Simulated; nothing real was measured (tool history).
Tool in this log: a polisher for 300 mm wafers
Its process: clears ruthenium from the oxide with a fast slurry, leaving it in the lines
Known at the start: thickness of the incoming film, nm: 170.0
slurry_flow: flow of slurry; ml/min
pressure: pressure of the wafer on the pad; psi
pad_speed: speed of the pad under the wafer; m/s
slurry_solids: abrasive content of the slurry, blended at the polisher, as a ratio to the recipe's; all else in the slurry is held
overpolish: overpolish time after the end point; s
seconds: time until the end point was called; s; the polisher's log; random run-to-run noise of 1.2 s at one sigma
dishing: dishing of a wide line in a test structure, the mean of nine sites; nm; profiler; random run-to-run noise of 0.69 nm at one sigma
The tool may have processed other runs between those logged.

{"run": 1, "day": 0.0, "slurry_flow": 255, "pressure": 1.7, "pad_speed": 0.76, "slurry_solids": 1, "overpolish": 21, "seconds": 100.93, "dishing": 28.042}
{"run": 2, "day": 0.088, "slurry_flow": 255, "pressure": 1.8, "pad_speed": 0.76, "slurry_solids": 1, "overpolish": 24, "seconds": 95.559, "dishing": 33.403}
{"run": 3, "day": 0.367, "slurry_flow": 225, "pressure": 1.8, "pad_speed": 0.76, "slurry_solids": 1, "overpolish": 24, "seconds": 98.93, "dishing": 32.833}
{"run": 4, "day": 0.471, "slurry_flow": 225, "pressure": 1.8, "pad_speed": 0.76, "slurry_solids": 1, "overpolish": 32, "seconds": 96.56, "dishing": 41.261}
{"run": 5, "day": 0.642, "slurry_flow": 225, "pressure": 1.4, "pad_speed": 0.76, "slurry_solids": 1, "overpolish": 32, "seconds": 126.08, "dishing": 33.663}
{"run": 6, "day": 0.988, "slurry_flow": 225, "pressure": 1.4, "pad_speed": 0.76, "slurry_solids": 1.1, "overpolish": 32, "seconds": 117.55, "dishing": 35.715}

Estimate the outcome of run 7 from the log above:
{"run": 7, "day": 1.225, "slurry_flow": 225, "pressure": 1.9, "pad_speed": 0.78, "slurry_solids": 1.1, "overpolish": 32, "seconds": "?", "dishing": "?"}

{"run 7": {"seconds": 86.797, "dishing": 46.035}}

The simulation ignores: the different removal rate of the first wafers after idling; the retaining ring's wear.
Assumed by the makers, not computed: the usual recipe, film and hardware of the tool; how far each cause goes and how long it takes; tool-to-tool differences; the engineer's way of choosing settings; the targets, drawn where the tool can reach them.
